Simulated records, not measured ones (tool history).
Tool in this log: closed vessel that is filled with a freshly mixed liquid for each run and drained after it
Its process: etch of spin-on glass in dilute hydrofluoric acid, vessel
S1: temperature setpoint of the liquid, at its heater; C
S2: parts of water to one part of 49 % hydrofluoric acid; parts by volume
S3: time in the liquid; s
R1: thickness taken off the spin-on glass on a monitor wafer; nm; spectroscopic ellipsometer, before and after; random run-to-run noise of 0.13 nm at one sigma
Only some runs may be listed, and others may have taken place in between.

run  hour    S1   S2   S3      R1
  1   0.0  22.0  245  105  13.737
  2   5.4  22.5  245  105  13.901
  3  13.6  21.0  245  105  13.326
  4  21.4  22.0  245  105  13.873
  5  28.5  22.5  245  105  14.052
  6  33.9  23.0  245  105  14.557
  7  42.0  23.5  245  105  14.598
  8  44.2  24.0  245  105  15.054

The next listed run, before its measurement:
  9  48.9  24.5  245  105   ?

R1: 15.004 nm
